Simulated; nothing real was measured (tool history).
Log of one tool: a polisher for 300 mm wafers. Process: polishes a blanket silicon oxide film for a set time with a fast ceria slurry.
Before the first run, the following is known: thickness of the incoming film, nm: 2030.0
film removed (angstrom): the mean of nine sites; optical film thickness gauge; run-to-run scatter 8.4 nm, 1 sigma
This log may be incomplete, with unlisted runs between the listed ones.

run	hour	flow of slurry (ml/min)	pressure of the wafer on the pad (psi)	speed of the pad under the wafer (cm/s)	polishing time (s)	film removed (angstrom)
1	0	310	2.7	78	84	9187.9
2	1.1	310	2.1	78	84	7917.4
3	3.5	310	2.1	66	84	6879.9
4	5.9	245	2.1	66	84	6684.8
5	6.6	245	2.1	66	84	6655.2
6	8.5	245	2.1	58	84	5971.9
7	16.2	255	2.6	62	84	7206.6
8	20.3	265	3	64	84	8137.6
9	24.6	275	3.3	66	84	8810.9
10	31.8	280	3.5	70	84	9734.5

Predict the results of run 11:
11	38.5	285	3.6	72	84	?

{"run 11": {"film removed (angstrom)": 10123}}
